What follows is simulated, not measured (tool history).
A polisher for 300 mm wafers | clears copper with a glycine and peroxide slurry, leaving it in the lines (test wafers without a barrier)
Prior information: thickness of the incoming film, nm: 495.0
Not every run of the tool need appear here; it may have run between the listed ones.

| run | hour | flow of slurry (ml/min) | pressure of the wafer on the pad (psi) | speed of the pad under the wafer (m/s) | overpolish time after the end point (s) | time until the end point was called (s) | dishing of a wide line in a test structure (angstrom) |
|---|---|---|---|---|---|---|---|
| 1 | 0 | 205 | 1.8 | 0.76 | 17 | 147.42 | 369.76 |
| 2 | 7.8 | 205 | 1.8 | 0.76 | 20 | 145.65 | 415.57 |
| 3 | 14.3 | 200 | 1.7 | 0.76 | 21 | 150.73 | 402.35 |
| 4 | 23.3 | 200 | 1.7 | 0.76 | 18 | 150.22 | 376.57 |
| 5 | 31.2 | 200 | 1.7 | 0.88 | 18 | 136.88 | 391.03 |
| 6 | 37.3 | 200 | 1.9 | 0.88 | 18 | 129.63 | 414.94 |

What does the tool deliver on the next run?
| 7 | 38.8 | 180 | 1.4 | 0.8 | 26 | ? | ? |

Run 7 gave time until the end point was called (s) 162.64, dishing of a wide line in a test structure (angstrom) 444.52.
